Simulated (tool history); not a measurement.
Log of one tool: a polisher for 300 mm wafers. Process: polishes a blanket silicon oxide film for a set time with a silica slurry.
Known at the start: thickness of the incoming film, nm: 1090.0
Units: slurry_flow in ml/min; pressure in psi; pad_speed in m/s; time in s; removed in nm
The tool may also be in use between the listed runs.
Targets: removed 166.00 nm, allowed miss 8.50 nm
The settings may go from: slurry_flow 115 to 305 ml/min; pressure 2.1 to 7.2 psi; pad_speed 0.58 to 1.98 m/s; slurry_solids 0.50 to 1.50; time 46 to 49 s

| run | hour | slurry_flow | pressure | pad_speed | slurry_solids | time | removed |
|---|---|---|---|---|---|---|---|
| 1 | 0.0 | 195 | 4.6 | 1.28 | 1.00 | 46 | 201.00 |
| 2 | 8.7 | 195 | 4.5 | 1.28 | 1.00 | 46 | 195.89 |
| 3 | 13.1 | 195 | 4.1 | 1.28 | 1.00 | 46 | 182.31 |
| 4 | 21.0 | 195 | 4.0 | 1.28 | 1.00 | 46 | 176.22 |
| 5 | 29.3 | 195 | 4.0 | 1.28 | 1.00 | 46 | 175.91 |
| 6 | 32.7 | 195 | 4.9 | 1.28 | 1.00 | 46 | 210.42 |
| 7 | 39.9 | 195 | 4.8 | 1.28 | 1.00 | 46 | 210.08 |
| 8 | 43.2 | 195 | 4.7 | 1.28 | 1.00 | 46 | 204.70 |
| 9 | 44.5 | 195 | 4.6 | 1.28 | 1.00 | 46 | 204.18 |
| 10 | 52.5 | 195 | 4.5 | 1.28 | 1.00 | 46 | 197.28 |
| 11 | 55.8 | 195 | 4.4 | 1.28 | 1.00 | 46 | 192.93 |
| 12 | 62.4 | 195 | 4.3 | 1.28 | 1.00 | 46 | 193.56 |
| 13 | 65.4 | 195 | 4.2 | 1.28 | 1.00 | 46 | 183.34 |
| 14 | 68.9 | 195 | 4.1 | 1.28 | 1.00 | 46 | 183.01 |
| 15 | 72.3 | 195 | 4.0 | 1.28 | 1.00 | 46 | 175.73 |

Which of these 4 next moves meets every target?
| A | 75.7 | 215 | 4.6 | 1.26 | 0.90 | 46 | ? |
| B | 75.7 | 215 | 4.5 | 1.24 | 0.85 | 48 | ? |
| C | 75.7 | 170 | 4.5 | 1.10 | 1.10 | 49 | ? |
| D | 75.7 | 235 | 3.0 | 1.42 | 1.50 | 46 | ? |

| move | removed |
|---|---|
| A | 196.68 |
| B | 194.45 |
| C | 196.75 |
| D | 171.03 |
A: further off than the last run
B: further off than the last run
C: further off than the last run
D: meets every target
Answer: D

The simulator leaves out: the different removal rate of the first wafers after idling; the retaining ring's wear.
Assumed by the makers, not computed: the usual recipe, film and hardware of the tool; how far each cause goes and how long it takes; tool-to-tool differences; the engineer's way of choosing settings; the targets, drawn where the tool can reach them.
